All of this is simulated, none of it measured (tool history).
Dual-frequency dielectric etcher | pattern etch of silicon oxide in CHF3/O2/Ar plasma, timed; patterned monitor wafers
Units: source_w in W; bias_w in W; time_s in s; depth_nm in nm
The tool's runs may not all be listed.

| run | hour | source_w | bias_w | time_s | depth_nm |
|---|---|---|---|---|---|
| 1 | 0 | 750 | 231 | 784.5 | 1718 |
| 2 | 2 | 800 | 235 | 785 | 1766 |
| 3 | 6.2 | 840 | 240 | 786 | 1825.3 |
| 4 | 8 | 840 | 267 | 786 | 1882.6 |
| 5 | 14.5 | 840 | 267 | 784.5 | 1886.1 |
| 6 | 18.1 | 840 | 243 | 784.5 | 1831.3 |
| 7 | 23.1 | 870 | 245 | 785 | 1854.3 |
| 8 | 25.5 | 870 | 245 | 785 | 1847 |
| 9 | 26.7 | 890 | 249 | 785.5 | 1877.3 |
| 10 | 31.4 | 910 | 252 | 786 | 1907.7 |
| 11 | 36.6 | 930 | 254 | 786 | 1917.7 |

The next listed run, before its measurement:
| 12 | 43 | 950 | 256 | 786.5 | ? |

Run 12 gave depth_nm 1950.6 nm.
